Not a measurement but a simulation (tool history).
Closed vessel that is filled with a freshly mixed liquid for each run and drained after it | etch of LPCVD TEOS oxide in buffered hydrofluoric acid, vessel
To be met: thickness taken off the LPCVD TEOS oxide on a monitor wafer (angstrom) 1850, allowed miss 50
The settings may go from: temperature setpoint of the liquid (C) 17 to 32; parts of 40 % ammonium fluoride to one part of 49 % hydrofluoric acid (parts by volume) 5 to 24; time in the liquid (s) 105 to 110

run	hour	temperature setpoint of the liquid (C)	parts of 40 % ammonium fluoride to one part of 49 % hydrofluoric acid (parts by volume)	time in the liquid (s)	thickness taken off the LPCVD TEOS oxide on a monitor wafer (angstrom)
1	0	25	14.5	105	3389.2
2	6.3	26.5	14.5	105	3737.7
3	13.7	23	14.5	105	3048.3
4	18	23	12	105	3703.1
5	21.6	24.5	12	105	4048.6
6	24.1	23	13	105	3453.9
7	29.2	22	14	105	3014
8	35.8	21	14.5	105	2761
9	41.9	20	15	105	2552.1
10	45	19.5	15.5	105	2360.7
11	45.8	19	16	105	2249.3
12	46.3	18.5	16.5	105	2131.6
13	48.8	18	16.5	105	2069.9
14	56.4	17.5	17	105	1919.9

4 next moves are on the table. One of them brings every result within its allowed miss. Which?
A	64	17	17	110	?
B	64	18	18.5	105	?
C	64	18	17	105	?
D	64	19	17.5	105	?

move	thickness taken off the LPCVD TEOS oxide on a monitor wafer (angstrom)
A	1980.2
B	1840.8
C	2001.1
D	2058
A: further off than the last run
B: meets every target
C: further off than the last run
D: further off than the last run
The right move is B.
